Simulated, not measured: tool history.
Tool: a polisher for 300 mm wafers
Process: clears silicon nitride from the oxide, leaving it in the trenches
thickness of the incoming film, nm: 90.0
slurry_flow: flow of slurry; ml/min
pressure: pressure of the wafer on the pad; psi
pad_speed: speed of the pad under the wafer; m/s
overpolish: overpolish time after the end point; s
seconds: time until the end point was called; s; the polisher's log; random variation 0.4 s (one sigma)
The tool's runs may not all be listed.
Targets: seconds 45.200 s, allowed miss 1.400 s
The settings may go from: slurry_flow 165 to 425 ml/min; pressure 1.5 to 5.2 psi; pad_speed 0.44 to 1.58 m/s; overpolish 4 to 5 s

{"run": 1, "hour": 0.0, "slurry_flow": 275, "pressure": 3.3, "pad_speed": 1.0, "overpolish": 5, "seconds": 73.991}
{"run": 2, "hour": 7.6, "slurry_flow": 275, "pressure": 3.7, "pad_speed": 1.0, "overpolish": 5, "seconds": 66.462}
{"run": 3, "hour": 8.7, "slurry_flow": 210, "pressure": 3.7, "pad_speed": 1.0, "overpolish": 5, "seconds": 68.687}
{"run": 4, "hour": 10.6, "slurry_flow": 210, "pressure": 3.1, "pad_speed": 1.0, "overpolish": 5, "seconds": 81.389}
{"run": 5, "hour": 13.8, "slurry_flow": 220, "pressure": 3.6, "pad_speed": 1.0, "overpolish": 5, "seconds": 69.507}
{"run": 6, "hour": 21.3, "slurry_flow": 225, "pressure": 4.0, "pad_speed": 1.0, "overpolish": 5, "seconds": 62.559}
{"run": 7, "hour": 23.3, "slurry_flow": 235, "pressure": 4.3, "pad_speed": 1.0, "overpolish": 5, "seconds": 58.203}
{"run": 8, "hour": 31.9, "slurry_flow": 240, "pressure": 4.5, "pad_speed": 1.0, "overpolish": 5, "seconds": 55.37}
{"run": 9, "hour": 33.9, "slurry_flow": 245, "pressure": 4.7, "pad_speed": 1.0, "overpolish": 5, "seconds": 52.979}
{"run": 10, "hour": 35.0, "slurry_flow": 245, "pressure": 4.8, "pad_speed": 1.0, "overpolish": 5, "seconds": 52.586}

4 next moves are on the table. One of them brings every result within its allowed miss. Which?
{"run": "A", "hour": 36.1, "slurry_flow": 280, "pressure": 4.5, "pad_speed": 0.82, "overpolish": 5, "seconds": "?"}
{"run": "B", "hour": 36.1, "slurry_flow": 190, "pressure": 5.2, "pad_speed": 1.14, "overpolish": 4, "seconds": "?"}
{"run": "C", "hour": 36.1, "slurry_flow": 235, "pressure": 5.0, "pad_speed": 1.04, "overpolish": 5, "seconds": "?"}
{"run": "D", "hour": 36.1, "slurry_flow": 240, "pressure": 5.1, "pad_speed": 1.3, "overpolish": 5, "seconds": "?"}

move=A seconds=63.813
move=B seconds=44.892
move=C seconds=48.830
move=D seconds=39.881
A: further off than the last run
B: meets every target
C: nearer than the last run, and not there yet
D: takes the result that was furthest off past its target
The right move is B.
